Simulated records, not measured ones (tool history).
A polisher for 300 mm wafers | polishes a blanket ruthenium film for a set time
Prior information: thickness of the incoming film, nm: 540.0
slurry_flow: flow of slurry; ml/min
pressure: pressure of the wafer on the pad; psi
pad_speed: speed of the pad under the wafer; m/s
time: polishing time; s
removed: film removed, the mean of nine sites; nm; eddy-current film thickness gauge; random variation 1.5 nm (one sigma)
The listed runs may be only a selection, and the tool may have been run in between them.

run,hour,slurry_flow,pressure,pad_speed,time,removed
1,0.0,260,2.5,1.22,43,66.358
2,2.7,225,2.5,1.22,43,66.205
3,3.5,225,2.9,1.26,43,80.029
4,11.5,225,2.9,1.36,43,84.200
5,16.2,200,2.9,1.36,43,82.262
6,17.8,200,2.9,1.36,38,72.141

For run 7, what comes out?
7,25.5,200,3.6,1.58,39,?

removed: 107.230 nm
